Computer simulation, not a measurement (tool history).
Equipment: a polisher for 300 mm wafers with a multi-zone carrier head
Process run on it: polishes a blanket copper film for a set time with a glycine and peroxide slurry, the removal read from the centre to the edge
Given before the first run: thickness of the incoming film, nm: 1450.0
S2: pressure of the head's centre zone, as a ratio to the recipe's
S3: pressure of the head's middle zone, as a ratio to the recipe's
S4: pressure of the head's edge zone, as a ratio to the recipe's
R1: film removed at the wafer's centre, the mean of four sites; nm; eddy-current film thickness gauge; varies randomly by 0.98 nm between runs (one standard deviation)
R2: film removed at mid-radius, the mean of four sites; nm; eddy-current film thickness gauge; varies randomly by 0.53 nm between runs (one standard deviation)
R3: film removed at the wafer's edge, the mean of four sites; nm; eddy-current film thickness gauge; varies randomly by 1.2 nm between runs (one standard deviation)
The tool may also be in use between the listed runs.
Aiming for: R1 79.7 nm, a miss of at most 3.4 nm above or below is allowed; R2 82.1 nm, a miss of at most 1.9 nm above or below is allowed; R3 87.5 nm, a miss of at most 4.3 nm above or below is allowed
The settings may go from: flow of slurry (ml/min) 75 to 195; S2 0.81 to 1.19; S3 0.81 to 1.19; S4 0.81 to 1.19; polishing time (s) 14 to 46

Run 1, hour 0: flow of slurry (ml/min) 125, S2 1, S3 1, S4 1, polishing time (s) 30. Result: R1 140.03 nm, R2 136.32 nm, R3 136.64 nm.
Run 2, hour 2.8: flow of slurry (ml/min) 115, S2 0.97, S3 0.97, S4 0.97, polishing time (s) 28. Result: R1 119.2 nm, R2 121.78 nm, R3 125.39 nm.
Run 3, hour 11.2: flow of slurry (ml/min) 115, S2 0.89, S3 0.97, S4 0.97, polishing time (s) 28. Result: R1 112.87 nm, R2 120.94 nm, R3 124.29 nm.
Run 4, hour 14.3: flow of slurry (ml/min) 110, S2 0.9, S3 0.95, S4 0.94, polishing time (s) 26. Result: R1 104.39 nm, R2 110.32 nm, R3 115.79 nm.
Run 5, hour 17.3: flow of slurry (ml/min) 110, S2 0.9, S3 0.94, S4 0.92, polishing time (s) 24. Result: R1 93.3 nm, R2 102.15 nm, R3 107.01 nm.
Run 6, hour 25.5: flow of slurry (ml/min) 85, S2 0.9, S3 0.94, S4 0.92, polishing time (s) 24. Result: R1 86.501 nm, R2 92.513 nm, R3 96.557 nm.
Run 7, hour 30.8: flow of slurry (ml/min) 85, S2 0.91, S3 0.93, S4 0.91, polishing time (s) 24. Result: R1 85.479 nm, R2 92.003 nm, R3 96.866 nm.
Run 8, hour 37.8: flow of slurry (ml/min) 85, S2 0.92, S3 0.92, S4 0.9, polishing time (s) 24. Result: R1 88.892 nm, R2 92.813 nm, R3 101.45 nm.
Run 9, hour 40.1: flow of slurry (ml/min) 85, S2 0.93, S3 0.92, S4 0.91, polishing time (s) 23. Result: R1 82.621 nm, R2 87.329 nm, R3 93.287 nm.
Run 10, hour 46.4: flow of slurry (ml/min) 85, S2 0.94, S3 0.92, S4 0.91, polishing time (s) 23. Result: R1 86.003 nm, R2 87.99 nm, R3 94.46 nm.

Next run, 4 choices. One meets every target within its allowed miss, the rest don't. Which?
Run A, hour 52.7: flow of slurry (ml/min) 85, S2 0.92, S3 0.9, S4 0.86, polishing time (s) 22. Result: R1 ?, R2 ?, R3 ?.
Run B, hour 52.7: flow of slurry (ml/min) 90, S2 0.93, S3 1.01, S4 0.88, polishing time (s) 21. Result: R1 ?, R2 ?, R3 ?.
Run C, hour 52.7: flow of slurry (ml/min) 85, S2 1.17, S3 1, S4 0.9, polishing time (s) 21. Result: R1 ?, R2 ?, R3 ?.
Run D, hour 52.7: flow of slurry (ml/min) 85, S2 0.96, S3 0.86, S4 0.98, polishing time (s) 25. Result: R1 ?, R2 ?, R3 ?.

move      R1      R2      R3
   A  79.381  82.255  87.616
   B  78.611    86.4  85.618
   C  96.586  83.886  85.291
   D  94.139  90.825  105.82
A: every result within its allowed miss
B: gains on the last run, yet a result remains outside its allowed miss
C: the worst result of the last run now meets its target, but another is out of spec
D: the biggest miss grows against the last run
Go with A: it meets all targets.

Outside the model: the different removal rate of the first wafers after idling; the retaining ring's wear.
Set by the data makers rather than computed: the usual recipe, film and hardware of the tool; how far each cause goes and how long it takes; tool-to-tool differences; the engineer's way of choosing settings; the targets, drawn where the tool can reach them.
